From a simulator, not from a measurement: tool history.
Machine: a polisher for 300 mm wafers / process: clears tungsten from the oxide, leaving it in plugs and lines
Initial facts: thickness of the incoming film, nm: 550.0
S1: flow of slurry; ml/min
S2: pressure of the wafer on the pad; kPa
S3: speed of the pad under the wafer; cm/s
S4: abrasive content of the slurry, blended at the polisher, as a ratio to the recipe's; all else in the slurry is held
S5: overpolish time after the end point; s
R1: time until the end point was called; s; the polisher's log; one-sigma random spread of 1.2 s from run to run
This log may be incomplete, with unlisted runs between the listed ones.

run,hour,S1,S2,S3,S4,S5,R1
1,0,200,25.5,102,1,31,113.06
2,3.6,155,25.5,102,1,31,119.07
3,5.3,150,24.8,102,1,31,123.47
4,13,145,24.8,102,1,31,123.18
5,15.5,145,24.8,126,1,31,99.819
6,20,145,24.8,126,1,33,99.135

Run 7 is up next; what results do you expect?
7,21.2,145,24.8,126,1,33,?

R1: 100.16 s
